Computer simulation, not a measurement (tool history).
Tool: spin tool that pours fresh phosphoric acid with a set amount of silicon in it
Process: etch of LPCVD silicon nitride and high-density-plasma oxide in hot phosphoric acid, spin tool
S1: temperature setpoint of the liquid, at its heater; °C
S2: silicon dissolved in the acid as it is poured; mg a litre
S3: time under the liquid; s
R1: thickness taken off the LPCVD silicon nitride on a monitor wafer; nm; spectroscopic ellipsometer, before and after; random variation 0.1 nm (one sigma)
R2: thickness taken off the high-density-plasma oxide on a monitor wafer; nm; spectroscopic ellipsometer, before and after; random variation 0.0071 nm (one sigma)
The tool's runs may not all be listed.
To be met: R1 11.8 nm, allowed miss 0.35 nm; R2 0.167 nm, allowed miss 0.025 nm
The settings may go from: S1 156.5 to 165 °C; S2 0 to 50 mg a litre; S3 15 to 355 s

{"run": 1, "hour": 0.0, "S1": 160, "S2": 22, "S3": 180, "R1": 14.878, "R2": 0.66404}
{"run": 2, "hour": 5.2, "S1": 160, "S2": 12, "S3": 180, "R1": 14.896, "R2": 0.89304}
{"run": 3, "hour": 6.7, "S1": 160, "S2": 12, "S3": 140, "R1": 11.586, "R2": 0.6921}
{"run": 4, "hour": 11.8, "S1": 160, "S2": 4, "S3": 140, "R1": 11.631, "R2": 0.81031}
{"run": 5, "hour": 14.9, "S1": 159, "S2": 15, "S3": 145, "R1": 11.66, "R2": 0.60209}
{"run": 6, "hour": 17.5, "S1": 158.5, "S2": 23, "S3": 150, "R1": 11.71, "R2": 0.44739}
{"run": 7, "hour": 24.1, "S1": 158, "S2": 29.5, "S3": 155, "R1": 12.025, "R2": 0.39737}
{"run": 8, "hour": 28.1, "S1": 157.5, "S2": 34.5, "S3": 155, "R1": 11.942, "R2": 0.28911}
{"run": 9, "hour": 35.5, "S1": 157.5, "S2": 37.5, "S3": 155, "R1": 11.823, "R2": 0.25849}
{"run": 10, "hour": 43.1, "S1": 157.5, "S2": 40, "S3": 155, "R1": 11.682, "R2": 0.20956}
{"run": 11, "hour": 45.3, "S1": 157.5, "S2": 40, "S3": 155, "R1": 11.818, "R2": 0.21421}

4 next moves are on the table. One of them brings every result within its allowed miss. Which?
{"run": "A", "hour": 47.5, "S1": 156.5, "S2": 31, "S3": 160, "R1": "?", "R2": "?"}
{"run": "B", "hour": 47.5, "S1": 156.5, "S2": 42, "S3": 160, "R1": "?", "R2": "?"}
{"run": "C", "hour": 47.5, "S1": 156.5, "S2": 32.5, "S3": 160, "R1": "?", "R2": "?"}
{"run": "D", "hour": 47.5, "S1": 156.5, "S2": 38, "S3": 165, "R1": "?", "R2": "?"}

move=A R1=11.811 R2=0.33433
move=B R1=11.811 R2=0.1811
move=C R1=11.811 R2=0.31344
move=D R1=12.18 R2=0.24422
A: further off than the last run
B: meets every target
C: further off than the last run
D: further off than the last run
Move B is the one to make.
